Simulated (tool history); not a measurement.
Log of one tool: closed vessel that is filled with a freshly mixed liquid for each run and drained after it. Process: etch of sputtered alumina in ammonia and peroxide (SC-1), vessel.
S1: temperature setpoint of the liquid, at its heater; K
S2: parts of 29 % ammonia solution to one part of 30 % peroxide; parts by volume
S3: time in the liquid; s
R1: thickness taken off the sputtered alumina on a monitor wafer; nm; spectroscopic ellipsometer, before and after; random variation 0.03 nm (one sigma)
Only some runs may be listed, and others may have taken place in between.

run 1 hour=0.0 | S1=329.15 S2=0.70 S3=110 | R1=16.606
run 2 hour=8.2 | S1=329.15 S2=0.55 S3=110 | R1=16.253
run 3 hour=12.3 | S1=324.65 S2=0.55 S3=110 | R1=12.853
run 4 hour=17.8 | S1=324.65 S2=0.55 S3=110 | R1=12.882
run 5 hour=21.2 | S1=331.15 S2=0.55 S3=110 | R1=17.943
run 6 hour=22.7 | S1=331.15 S2=0.40 S3=110 | R1=17.450
-- hour=26.6 thermometer replaced
run 7 hour=26.6 | S1=326.15 S2=0.40 S3=110 | R1=11.876
run 8 hour=31.6 | S1=323.65 S2=0.40 S3=110 | R1=10.301

Predict the results of run 9:
run 9 hour=38.6 | S1=323.65 S2=0.40 S3=110 | R1=?

R1: 10.259 nm

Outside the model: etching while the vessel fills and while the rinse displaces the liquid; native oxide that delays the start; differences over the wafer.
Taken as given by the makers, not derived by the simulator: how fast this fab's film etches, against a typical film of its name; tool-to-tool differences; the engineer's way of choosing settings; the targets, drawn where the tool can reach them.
